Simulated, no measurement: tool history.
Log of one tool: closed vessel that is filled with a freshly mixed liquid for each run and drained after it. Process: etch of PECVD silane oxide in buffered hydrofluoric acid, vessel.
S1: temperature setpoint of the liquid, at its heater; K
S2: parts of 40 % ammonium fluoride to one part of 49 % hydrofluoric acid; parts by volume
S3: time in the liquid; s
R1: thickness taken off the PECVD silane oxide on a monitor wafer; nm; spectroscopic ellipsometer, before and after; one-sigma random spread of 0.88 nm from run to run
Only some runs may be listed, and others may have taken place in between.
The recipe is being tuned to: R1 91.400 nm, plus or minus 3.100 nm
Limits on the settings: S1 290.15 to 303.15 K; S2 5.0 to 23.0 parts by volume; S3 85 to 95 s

run  hour      S1    S2  S3       R1
  1   0.0  295.15  14.0  85  174.970
  2   8.7  293.65  15.5  85  144.570
  3  15.2  292.15  15.5  85  133.890
  4  23.7  292.15  15.5  85  131.580
  5  25.7  295.65  15.5  85  162.450
  6  31.2  295.65  15.5  85  162.560
  7  37.2  294.15  16.5  85  140.370
  8  43.6  293.15  17.5  85  126.190
     47.8  -- thermometer replaced
  9  47.8  292.15  18.5  85  105.910
 10  53.8  291.65  18.5  85  101.570

Next run, 4 choices. One meets every target within its allowed miss, the rest don't. Which?
  A  59.8  293.65  21.5  85   ?
  B  59.8  290.65  18.5  90   ?
  C  59.8  292.15  19.0  85   ?
  D  59.8  291.65  22.5  90   ?

move       R1
   A  101.250
   B  102.730
   C  102.900
   D   92.814
A: just as far off the targets as the last run
B: its largest miss is bigger than the last run's
C: its largest miss is bigger than the last run's
D: hits every target within its allowed miss
The move that meets every target is D.

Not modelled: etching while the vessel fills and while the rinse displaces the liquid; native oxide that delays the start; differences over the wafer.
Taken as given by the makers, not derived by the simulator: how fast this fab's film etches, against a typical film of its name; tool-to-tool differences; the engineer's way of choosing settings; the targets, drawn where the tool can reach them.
